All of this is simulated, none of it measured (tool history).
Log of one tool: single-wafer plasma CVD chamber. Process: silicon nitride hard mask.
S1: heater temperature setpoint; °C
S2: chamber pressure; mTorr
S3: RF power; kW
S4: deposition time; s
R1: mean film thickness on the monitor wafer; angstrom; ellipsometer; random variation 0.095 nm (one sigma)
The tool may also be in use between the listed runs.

| run | day | S1 | S2 | S3 | S4 | R1 |
|---|---|---|---|---|---|---|
| 1 | 0.000 | 420 | 1540 | 0.320 | 44.8 | 528.90 |
| 2 | 0.333 | 420 | 1540 | 0.340 | 44.8 | 546.67 |
| 3 | 0.546 | 420 | 1410 | 0.330 | 44.7 | 522.23 |
| 4 | 0.896 | 420 | 1410 | 0.305 | 44.7 | 500.48 |
| 5 | 1.067 | 420 | 1300 | 0.300 | 44.7 | 483.55 |
| 6 | 1.433 | 420 | 1220 | 0.300 | 44.7 | 473.68 |
| 7 | 1.754 | 420 | 1170 | 0.300 | 44.7 | 468.88 |

The next listed run, before its measurement:
| 8 | 2.042 | 420 | 1130 | 0.300 | 44.7 | ? |

R1: 462.46 angstrom
